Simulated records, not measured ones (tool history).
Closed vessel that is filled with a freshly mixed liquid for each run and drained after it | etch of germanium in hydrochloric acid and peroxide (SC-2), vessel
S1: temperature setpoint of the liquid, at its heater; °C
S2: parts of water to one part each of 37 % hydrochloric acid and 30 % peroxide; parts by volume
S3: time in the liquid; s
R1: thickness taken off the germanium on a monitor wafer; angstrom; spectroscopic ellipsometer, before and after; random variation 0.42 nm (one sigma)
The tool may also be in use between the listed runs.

| run | day | S1 | S2 | S3 | R1 |
|---|---|---|---|---|---|
| 1 | 0 | 47 | 7.5 | 95 | 1535.6 |
| 2 | 0.3 | 49.5 | 7.5 | 95 | 1659 |
| 3 | 0.346 | 46 | 7.5 | 95 | 1489.2 |
| 4 | 0.638 | 46 | 10 | 95 | 1445 |
| 5 | 0.671 | 44 | 10 | 95 | 1359.9 |
| 6 | 0.925 | 50 | 10 | 95 | 1645.8 |
| 7 | 1.188 | 46.5 | 10 | 95 | 1479.7 |
| 8 | 1.392 | 44 | 10 | 95 | 1352.4 |
| 9 | 1.683 | 42.5 | 10 | 95 | 1290.5 |
| 10 | 1.892 | 41.5 | 10 | 95 | 1247.1 |
| 11 | 2.067 | 41 | 10 | 95 | 1233.3 |

The next listed run, before its measurement:
| 12 | 2.242 | 40.5 | 10 | 95 | ? |

{"run 12": {"R1": 1207.3}}
